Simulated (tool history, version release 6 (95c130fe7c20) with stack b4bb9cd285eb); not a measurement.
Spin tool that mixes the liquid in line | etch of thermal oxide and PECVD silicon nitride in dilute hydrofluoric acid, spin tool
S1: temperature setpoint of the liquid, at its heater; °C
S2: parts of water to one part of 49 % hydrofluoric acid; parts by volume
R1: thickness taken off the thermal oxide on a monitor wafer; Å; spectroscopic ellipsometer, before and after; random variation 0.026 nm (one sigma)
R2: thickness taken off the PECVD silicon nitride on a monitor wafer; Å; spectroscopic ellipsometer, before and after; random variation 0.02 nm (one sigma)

Run 1, day 0.000: S1 23.0 °C, S2 285 parts by volume, time under the liquid (s) 180. Result: R1 26.846 Å, R2 11.7270 Å.
Run 2, day 0.229: S1 23.0 °C, S2 285 parts by volume, time under the liquid (s) 220. Result: R1 32.626 Å, R2 14.8890 Å.
Run 3, day 0.283: S1 23.0 °C, S2 285 parts by volume, time under the liquid (s) 155. Result: R1 23.131 Å, R2 9.7441 Å.
Run 4, day 0.496: S1 21.5 °C, S2 280 parts by volume, time under the liquid (s) 150. Result: R1 21.951 Å, R2 8.7582 Å.
Run 5, day 0.858: S1 20.5 °C, S2 275 parts by volume, time under the liquid (s) 150. Result: R1 21.555 Å, R2 8.5037 Å.
Run 6, day 0.996: S1 20.5 °C, S2 190 parts by volume, time under the liquid (s) 150. Result: R1 34.020 Å, R2 12.2240 Å.
Run 7, day 1.254: S1 19.5 °C, S2 215 parts by volume, time under the liquid (s) 150. Result: R1 27.931 Å, R2 9.9376 Å.
Run 8, day 1.475: S1 19.0 °C, S2 230 parts by volume, time under the liquid (s) 150. Result: R1 25.756 Å, R2 9.2555 Å.
At day 1.646: thermometer replaced.
Run 9, day 1.646: S1 18.5 °C, S2 240 parts by volume, time under the liquid (s) 150. Result: R1 22.000 Å, R2 7.4840 Å.

The next listed run, before its measurement:
Run 10, day 1.942: S1 18.5 °C, S2 250 parts by volume, time under the liquid (s) 155. Result: R1 ?, R2 ?.

R1: 21.817 Å
R2: 7.6151 Å

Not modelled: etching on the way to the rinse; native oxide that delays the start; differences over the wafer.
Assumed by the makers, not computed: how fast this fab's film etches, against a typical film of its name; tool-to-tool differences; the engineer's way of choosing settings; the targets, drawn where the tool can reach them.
